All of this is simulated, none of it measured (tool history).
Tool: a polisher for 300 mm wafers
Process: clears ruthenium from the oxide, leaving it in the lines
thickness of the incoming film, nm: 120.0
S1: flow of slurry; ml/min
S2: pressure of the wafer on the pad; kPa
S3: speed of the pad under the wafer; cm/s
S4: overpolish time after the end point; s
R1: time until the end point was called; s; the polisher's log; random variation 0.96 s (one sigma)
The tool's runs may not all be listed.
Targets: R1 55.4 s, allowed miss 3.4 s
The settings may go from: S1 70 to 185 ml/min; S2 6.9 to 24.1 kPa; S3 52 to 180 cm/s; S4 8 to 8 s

run,hour,S1,S2,S3,S4,R1
1,0,120,15.2,116,8,81.882
2,1,120,15.2,94,8,99.734
3,2.9,120,16.5,96,8,88.887
4,7,120,17.9,96,8,84.672
5,13.3,120,17.9,96,8,82.844
6,15.2,100,17.9,96,8,90.442
7,17.1,110,18.6,96,8,82.182
8,22,115,19.3,96,8,79.226
9,24.4,120,20,96,8,75.215
10,27.3,125,24.1,100,8,58.811

4 next moves are on the table. One of them brings every result within its allowed miss. Which?
A,30.2,80,20,134,8,?
B,30.2,175,24.1,78,8,?
C,30.2,145,22.1,96,8,?
D,30.2,120,23.4,112,8,?

move,R1
A,64.758
B,70.252
C,66.761
D,57.447
A: further off than the last run
B: further off than the last run
C: further off than the last run
D: meets every target
Move D is the one to make.
